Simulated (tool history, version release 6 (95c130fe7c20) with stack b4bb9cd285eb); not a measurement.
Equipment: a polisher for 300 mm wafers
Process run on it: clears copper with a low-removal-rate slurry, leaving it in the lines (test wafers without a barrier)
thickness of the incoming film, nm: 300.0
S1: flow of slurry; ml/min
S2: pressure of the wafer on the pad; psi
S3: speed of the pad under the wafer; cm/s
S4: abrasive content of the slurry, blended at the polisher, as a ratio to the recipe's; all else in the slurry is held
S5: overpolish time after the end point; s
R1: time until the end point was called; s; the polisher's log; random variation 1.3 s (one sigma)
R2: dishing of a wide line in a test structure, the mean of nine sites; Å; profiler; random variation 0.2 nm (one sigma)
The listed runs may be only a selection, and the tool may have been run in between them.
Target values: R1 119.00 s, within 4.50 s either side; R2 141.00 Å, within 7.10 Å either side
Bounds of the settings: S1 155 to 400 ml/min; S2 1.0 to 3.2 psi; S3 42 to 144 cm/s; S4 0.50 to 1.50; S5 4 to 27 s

Run 1, hour 0.0: S1 255 ml/min, S2 2.1 psi, S3 92 cm/s, S4 1.00, S5 14 s. Result: R1 157.68 s, R2 172.87 Å.
Run 2, hour 3.2: S1 280 ml/min, S2 2.1 psi, S3 92 cm/s, S4 1.00, S5 14 s. Result: R1 157.09 s, R2 178.80 Å.
Run 3, hour 8.5: S1 280 ml/min, S2 2.2 psi, S3 92 cm/s, S4 1.00, S5 13 s. Result: R1 151.03 s, R2 174.71 Å.
Run 4, hour 15.5: S1 280 ml/min, S2 1.9 psi, S3 92 cm/s, S4 1.00, S5 13 s. Result: R1 169.07 s, R2 159.04 Å.
Run 5, hour 17.3: S1 280 ml/min, S2 1.9 psi, S3 92 cm/s, S4 0.90, S5 13 s. Result: R1 175.12 s, R2 155.07 Å.
Run 6, hour 19.4: S1 285 ml/min, S2 2.0 psi, S3 92 cm/s, S4 0.90, S5 12 s. Result: R1 164.82 s, R2 152.99 Å.
Run 7, hour 22.5: S1 290 ml/min, S2 2.1 psi, S3 92 cm/s, S4 0.90, S5 11 s. Result: R1 159.56 s, R2 142.16 Å.
Run 8, hour 29.4: S1 290 ml/min, S2 2.2 psi, S3 92 cm/s, S4 0.90, S5 11 s. Result: R1 152.32 s, R2 150.78 Å.
Run 9, hour 37.9: S1 290 ml/min, S2 2.3 psi, S3 92 cm/s, S4 0.90, S5 10 s. Result: R1 147.75 s, R2 144.44 Å.
Run 10, hour 39.3: S1 290 ml/min, S2 2.4 psi, S3 92 cm/s, S4 0.90, S5 10 s. Result: R1 142.80 s, R2 147.75 Å.
Run 11, hour 40.8: S1 295 ml/min, S2 2.9 psi, S3 92 cm/s, S4 0.90, S5 6 s. Result: R1 120.66 s, R2 109.99 Å.
Run 12, hour 45.5: S1 295 ml/min, S2 2.7 psi, S3 98 cm/s, S4 0.90, S5 9 s. Result: R1 121.53 s, R2 154.70 Å.
Run 13, hour 53.4: S1 290 ml/min, S2 2.7 psi, S3 98 cm/s, S4 0.90, S5 9 s. Result: R1 121.75 s, R2 153.93 Å.
Run 14, hour 56.3: S1 295 ml/min, S2 2.7 psi, S3 98 cm/s, S4 0.90, S5 7 s. Result: R1 122.30 s, R2 125.18 Å.
Run 15, hour 62.9: S1 300 ml/min, S2 2.7 psi, S3 98 cm/s, S4 0.90, S5 7 s. Result: R1 122.65 s, R2 123.25 Å.
Run 16, hour 65.3: S1 295 ml/min, S2 2.8 psi, S3 98 cm/s, S4 0.80, S5 7 s. Result: R1 120.50 s, R2 125.25 Å.
Run 17, hour 66.1: S1 300 ml/min, S2 2.8 psi, S3 98 cm/s, S4 0.80, S5 7 s. Result: R1 119.23 s, R2 126.33 Å.

Exercise: of the 4 proposed moves below, exactly one satisfies all targets within the stated allowed misses. Which move is it?
Run A, hour 66.9: S1 265 ml/min, S2 2.6 psi, S3 108 cm/s, S4 1.05, S5 6 s. Result: R1 ?, R2 ?.
Run B, hour 66.9: S1 300 ml/min, S2 3.1 psi, S3 92 cm/s, S4 0.70, S5 9 s. Result: R1 ?, R2 ?.
Run C, hour 66.9: S1 255 ml/min, S2 2.8 psi, S3 96 cm/s, S4 1.10, S5 8 s. Result: R1 ?, R2 ?.
Run D, hour 66.9: S1 250 ml/min, S2 2.8 psi, S3 96 cm/s, S4 0.65, S5 10 s. Result: R1 ?, R2 ?.

move      R1      R2
   A  114.04  114.71
   B  116.47  161.85
   C  116.19  146.03
   D  127.55  163.50
A: the biggest miss grows against the last run
B: takes the biggest miss from the last run beyond its target
C: meets every target
D: takes the biggest miss from the last run beyond its target
So the answer is move C, the one that meets all the targets.
